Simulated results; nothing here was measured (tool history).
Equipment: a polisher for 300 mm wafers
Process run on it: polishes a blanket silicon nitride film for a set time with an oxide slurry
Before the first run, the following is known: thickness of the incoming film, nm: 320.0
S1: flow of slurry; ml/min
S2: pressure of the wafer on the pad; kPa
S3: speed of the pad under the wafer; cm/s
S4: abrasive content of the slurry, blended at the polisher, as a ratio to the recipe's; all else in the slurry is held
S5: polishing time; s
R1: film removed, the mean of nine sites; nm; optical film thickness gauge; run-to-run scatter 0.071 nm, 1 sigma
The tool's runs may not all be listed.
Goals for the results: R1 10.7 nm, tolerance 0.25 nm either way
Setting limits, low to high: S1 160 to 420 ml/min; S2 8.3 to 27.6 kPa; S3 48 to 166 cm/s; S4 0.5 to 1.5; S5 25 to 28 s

run,hour,S1,S2,S3,S4,S5,R1
1,0,270,17.9,106,1,28,12.833
2,4.8,265,17.2,106,1,28,12.352
3,9.6,260,16.5,106,1,28,11.827
4,17.8,260,13.8,106,1,28,9.8939
5,19.3,265,14.5,106,1,28,10.592
6,22,265,10.3,106,1,28,7.6685
7,30.7,265,11.7,106,1,28,8.5709
8,31.8,265,12.4,106,1,28,8.9448
9,36.3,295,15.9,106,1,28,11.578
10,42.8,295,15.9,106,1,28,11.318
11,43.4,295,15.2,106,1,28,11.021
12,45.9,295,15.2,106,1,28,11.114

4 next moves are on the table. One of them brings every result within its allowed miss. Which?
A,48.4,300,17.2,120,0.8,25,?
B,48.4,210,18.6,108,0.7,28,?
C,48.4,350,11.7,130,1.25,28,?
D,48.4,340,15.9,98,1.15,28,?

move,R1
A,10.59
B,10.132
C,11.628
D,11.79
A: every result within its allowed miss
B: moves the result that the last run missed by most past its target, out the other side
C: further off than the last run
D: further off than the last run
Go with A: it meets all targets.
